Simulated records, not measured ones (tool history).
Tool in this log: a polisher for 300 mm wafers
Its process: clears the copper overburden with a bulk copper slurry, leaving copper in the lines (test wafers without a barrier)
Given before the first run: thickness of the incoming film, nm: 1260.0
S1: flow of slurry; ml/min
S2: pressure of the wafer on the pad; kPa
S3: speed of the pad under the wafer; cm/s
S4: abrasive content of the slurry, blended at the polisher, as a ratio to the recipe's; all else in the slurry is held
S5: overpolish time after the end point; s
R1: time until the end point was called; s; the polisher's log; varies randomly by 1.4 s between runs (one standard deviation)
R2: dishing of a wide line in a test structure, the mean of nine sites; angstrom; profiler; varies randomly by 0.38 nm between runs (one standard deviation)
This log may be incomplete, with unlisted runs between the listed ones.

run,hour,S1,S2,S3,S4,S5,R1,R2
1,0,270,22.8,106,1,11,128.83,600.4
2,0.9,275,19.3,122,1.1,9,127.17,519.99
3,7.5,310,17.2,134,1.2,7,128.48,430.9
4,12.7,310,17.2,134,1.2,11,125.83,588.37
5,16.9,310,22.8,134,1.2,11,97.816,721.7
6,21.6,340,20,142,1.3,9,101.7,624.79
7,23.8,290,19.3,148,1.1,7,105.01,485.59
8,32.1,255,19.3,152,0.95,6,104.62,439.44
9,38.3,230,19.3,156,0.85,5,110.54,372.83

Estimate the outcome of run 10 from the log above:
10,43.9,210,20.7,158,0.75,4,?,?

{"run 10": {"R1": 104.83, "R2": 315.47}}
